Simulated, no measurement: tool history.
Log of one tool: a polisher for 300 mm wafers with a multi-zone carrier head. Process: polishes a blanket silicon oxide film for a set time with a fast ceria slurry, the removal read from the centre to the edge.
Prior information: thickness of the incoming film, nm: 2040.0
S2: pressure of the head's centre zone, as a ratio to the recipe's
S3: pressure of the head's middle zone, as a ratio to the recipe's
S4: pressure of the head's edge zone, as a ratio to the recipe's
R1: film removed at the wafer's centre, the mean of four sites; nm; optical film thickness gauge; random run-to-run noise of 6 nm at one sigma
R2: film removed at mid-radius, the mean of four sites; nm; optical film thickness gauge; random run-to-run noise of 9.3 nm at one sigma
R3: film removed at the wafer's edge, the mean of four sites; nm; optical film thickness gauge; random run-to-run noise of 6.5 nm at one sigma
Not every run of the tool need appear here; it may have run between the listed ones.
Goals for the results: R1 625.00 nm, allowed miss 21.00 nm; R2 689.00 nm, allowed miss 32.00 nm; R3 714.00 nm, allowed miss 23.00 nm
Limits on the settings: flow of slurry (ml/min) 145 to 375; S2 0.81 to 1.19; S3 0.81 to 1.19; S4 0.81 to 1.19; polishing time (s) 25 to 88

{"run": 1, "day": 0.0, "flow of slurry (ml/min)": 240, "S2": 1.0, "S3": 1.0, "S4": 1.0, "polishing time (s)": 56, "R1": 581.57, "R2": 606.36, "R3": 576.03}
{"run": 2, "day": 0.221, "flow of slurry (ml/min)": 280, "S2": 1.0, "S3": 1.0, "S4": 1.0, "polishing time (s)": 56, "R1": 598.8, "R2": 621.23, "R3": 588.03}
{"run": 3, "day": 0.362, "flow of slurry (ml/min)": 280, "S2": 1.0, "S3": 0.95, "S4": 1.0, "polishing time (s)": 56, "R1": 596.55, "R2": 581.04, "R3": 586.81}
{"run": 4, "day": 0.621, "flow of slurry (ml/min)": 285, "S2": 0.98, "S3": 0.97, "S4": 1.05, "polishing time (s)": 58, "R1": 590.96, "R2": 616.75, "R3": 620.56}
{"run": 5, "day": 0.879, "flow of slurry (ml/min)": 285, "S2": 0.98, "S3": 0.97, "S4": 1.05, "polishing time (s)": 44, "R1": 453.03, "R2": 471.53, "R3": 474.23}
{"run": 6, "day": 1.054, "flow of slurry (ml/min)": 285, "S2": 0.98, "S3": 0.98, "S4": 1.08, "polishing time (s)": 50, "R1": 517.2, "R2": 534.04, "R3": 548.41}
{"run": 7, "day": 1.35, "flow of slurry (ml/min)": 285, "S2": 0.97, "S3": 1.0, "S4": 1.11, "polishing time (s)": 53, "R1": 542.09, "R2": 568.6, "R3": 582.41}
{"run": 8, "day": 1.629, "flow of slurry (ml/min)": 285, "S2": 0.97, "S3": 1.0, "S4": 1.11, "polishing time (s)": 53, "R1": 546.48, "R2": 579.69, "R3": 586.1}
{"day": 1.942, "done": "worn pad replaced by a new one"}
{"run": 9, "day": 1.942, "flow of slurry (ml/min)": 290, "S2": 0.96, "S3": 1.0, "S4": 1.13, "polishing time (s)": 56, "R1": 608.02, "R2": 643.94, "R3": 661.65}

Which single option among these 5 for the next run brings every result within its allowed miss of target? Just one does.
{"run": "A", "day": 2.254, "flow of slurry (ml/min)": 375, "S2": 0.94, "S3": 1.0, "S4": 1.18, "polishing time (s)": 58, "R1": "?", "R2": "?", "R3": "?"}
{"run": "B", "day": 2.254, "flow of slurry (ml/min)": 280, "S2": 1.03, "S3": 1.11, "S4": 1.0, "polishing time (s)": 60, "R1": "?", "R2": "?", "R3": "?"}
{"run": "C", "day": 2.254, "flow of slurry (ml/min)": 305, "S2": 1.01, "S3": 1.08, "S4": 1.15, "polishing time (s)": 53, "R1": "?", "R2": "?", "R3": "?"}
{"run": "D", "day": 2.254, "flow of slurry (ml/min)": 290, "S2": 1.02, "S3": 0.94, "S4": 1.19, "polishing time (s)": 55, "R1": "?", "R2": "?", "R3": "?"}
{"run": "E", "day": 2.254, "flow of slurry (ml/min)": 250, "S2": 0.87, "S3": 0.97, "S4": 1.16, "polishing time (s)": 60, "R1": "?", "R2": "?", "R3": "?"}

move=A R1=611.26 R2=684.26 R3=714.02
move=B R1=667.38 R2=754.50 R3=665.92
move=C R1=584.34 R2=656.11 R3=634.82
move=D R1=608.00 R2=602.64 R3=669.54
move=E R1=567.81 R2=665.66 R3=712.54
A: hits every target within its allowed miss
B: an improvement on the last run, though not all results are within tolerance
C: moves away from the targets compared with the last run
D: moves away from the targets compared with the last run
E: the worst result of the last run now meets its target, but another is out of spec
The right move is A.
